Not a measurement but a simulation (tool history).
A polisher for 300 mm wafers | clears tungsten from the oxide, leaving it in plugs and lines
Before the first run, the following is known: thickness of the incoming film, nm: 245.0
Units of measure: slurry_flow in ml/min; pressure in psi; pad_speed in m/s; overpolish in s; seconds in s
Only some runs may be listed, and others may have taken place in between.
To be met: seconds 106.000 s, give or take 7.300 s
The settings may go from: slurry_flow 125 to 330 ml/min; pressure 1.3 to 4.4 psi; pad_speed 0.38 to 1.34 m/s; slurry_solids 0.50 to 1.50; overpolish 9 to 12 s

run    day  slurry_flow  pressure  pad_speed  slurry_solids  overpolish  seconds
  1  0.000          210       2.8       0.86           1.00          12   73.723
  2  0.333          210       2.8       0.86           1.15          12   76.905
  3  0.504          210       2.6       0.84           1.15          12   78.719
  4  0.754          210       2.6       0.84           1.25          12   78.797
  5  1.092          210       3.3       0.84           1.25          12   68.227
  6  1.350          210       3.3       0.84           1.25           9   65.853
  7  1.596          210       2.9       0.80           1.25           9   79.084
  8  1.950          210       2.7       0.78           1.25           9   81.531
  9  2.200          210       2.5       0.76           1.25           9   90.405
 10  2.429          210       2.4       0.76           1.25           9   91.610
 11  2.625          210       2.3       0.76           1.25           9   95.359

5 candidate next runs follow, results not yet known. Just one meets every target within its allowed miss. Identify it.
  A  2.821          195       2.6       0.48           1.40           9        ?
  B  2.821          200       2.3       0.84           1.25          10        ?
  C  2.821          150       2.8       0.74           1.25          12        ?
  D  2.821          210       2.0       0.74           1.20          10        ?
  E  2.821          255       2.4       0.56           1.15          11        ?

move  seconds
   A  130.100
   B   84.144
   C   86.527
   D  104.390
   E  119.110
A: takes the result that was furthest off past its target
B: its largest miss is bigger than the last run's
C: its largest miss is bigger than the last run's
D: all results land within tolerance of their targets
E: takes the result that was furthest off past its target
Move D is the one to make.
